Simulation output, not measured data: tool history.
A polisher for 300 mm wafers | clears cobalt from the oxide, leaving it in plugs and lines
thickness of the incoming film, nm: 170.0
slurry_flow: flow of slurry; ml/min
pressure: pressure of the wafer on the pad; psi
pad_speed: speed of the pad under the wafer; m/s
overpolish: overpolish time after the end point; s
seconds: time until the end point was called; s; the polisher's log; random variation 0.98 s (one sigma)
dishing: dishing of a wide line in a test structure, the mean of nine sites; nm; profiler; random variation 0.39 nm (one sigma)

run 1 day=0.000 | slurry_flow=220 pressure=1.7 pad_speed=0.86 overpolish=20 | seconds=52.990 dishing=33.522
run 2 day=0.067 | slurry_flow=220 pressure=1.5 pad_speed=0.86 overpolish=19 | seconds=59.351 dishing=31.802
run 3 day=0.092 | slurry_flow=220 pressure=1.8 pad_speed=0.86 overpolish=19 | seconds=51.512 dishing=35.122
run 4 day=0.338 | slurry_flow=220 pressure=1.8 pad_speed=0.72 overpolish=19 | seconds=59.680 dishing=32.390
run 5 day=0.604 | slurry_flow=220 pressure=1.6 pad_speed=0.72 overpolish=18 | seconds=65.054 dishing=28.751
run 6 day=0.762 | slurry_flow=220 pressure=1.6 pad_speed=0.82 overpolish=18 | seconds=59.410 dishing=29.845
run 7 day=0.846 | slurry_flow=220 pressure=1.4 pad_speed=0.82 overpolish=18 | seconds=67.577 dishing=27.146
run 8 day=1.154 | slurry_flow=220 pressure=1.3 pad_speed=0.82 overpolish=18 | seconds=72.958 dishing=27.133
run 9 day=1.367 | slurry_flow=220 pressure=1.3 pad_speed=0.82 overpolish=18 | seconds=74.096 dishing=26.923
run 10 day=1.642 | slurry_flow=220 pressure=1.3 pad_speed=0.82 overpolish=18 | seconds=71.689 dishing=26.952

Forecast run 11:
run 11 day=1.958 | slurry_flow=220 pressure=1.2 pad_speed=0.82 overpolish=18 | seconds=? dishing=?

Run 11 gave seconds 79.357 s, dishing 25.051 nm.

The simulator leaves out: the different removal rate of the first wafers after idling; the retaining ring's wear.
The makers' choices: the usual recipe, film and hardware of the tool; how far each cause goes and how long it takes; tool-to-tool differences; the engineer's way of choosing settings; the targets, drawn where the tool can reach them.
